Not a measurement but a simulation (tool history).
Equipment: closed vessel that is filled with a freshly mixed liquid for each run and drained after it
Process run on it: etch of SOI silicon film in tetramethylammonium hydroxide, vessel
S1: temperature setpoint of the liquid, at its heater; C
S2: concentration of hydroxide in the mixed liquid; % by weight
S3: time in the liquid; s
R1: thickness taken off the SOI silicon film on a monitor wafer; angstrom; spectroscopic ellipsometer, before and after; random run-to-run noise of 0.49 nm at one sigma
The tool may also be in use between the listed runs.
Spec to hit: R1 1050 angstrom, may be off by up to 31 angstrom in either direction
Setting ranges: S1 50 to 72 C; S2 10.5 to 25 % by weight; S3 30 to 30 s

| run | hour | S1 | S2 | S3 | R1 |
|---|---|---|---|---|---|
| 1 | 0 | 59 | 20 | 30 | 764.95 |
| 2 | 4.7 | 60.5 | 20 | 30 | 842.94 |
| 3 | 9.5 | 61.5 | 20 | 30 | 891.34 |
| 4 | 17.5 | 61.5 | 18 | 30 | 937.85 |
| 5 | 18.1 | 61.5 | 14.5 | 30 | 1007.5 |
| 6 | 27 | 56 | 14.5 | 30 | 717.26 |
| 7 | 31.3 | 58 | 14.5 | 30 | 816.61 |
| 8 | 35.7 | 59.5 | 14.5 | 30 | 902.05 |
| 9 | 41.7 | 60.5 | 14.5 | 30 | 953.6 |
| 10 | 49.7 | 61 | 14.5 | 30 | 990.76 |
| 11 | 53 | 61.5 | 14.5 | 30 | 1017.7 |

Next run, 4 choices. One meets every target within its allowed miss, the rest don't. Which?
| A | 56.3 | 63 | 16.5 | 30 | ? |
| B | 56.3 | 61.5 | 16 | 30 | ? |
| C | 56.3 | 61 | 14.5 | 30 | ? |
| D | 56.3 | 59.5 | 12 | 30 | ? |

| move | R1 |
|---|---|
| A | 1052.2 |
| B | 969.98 |
| C | 978.79 |
| D | 973.8 |
A: all results in spec
B: its largest miss is bigger than the last run's
C: its largest miss is bigger than the last run's
D: its largest miss is bigger than the last run's
The right move is A.

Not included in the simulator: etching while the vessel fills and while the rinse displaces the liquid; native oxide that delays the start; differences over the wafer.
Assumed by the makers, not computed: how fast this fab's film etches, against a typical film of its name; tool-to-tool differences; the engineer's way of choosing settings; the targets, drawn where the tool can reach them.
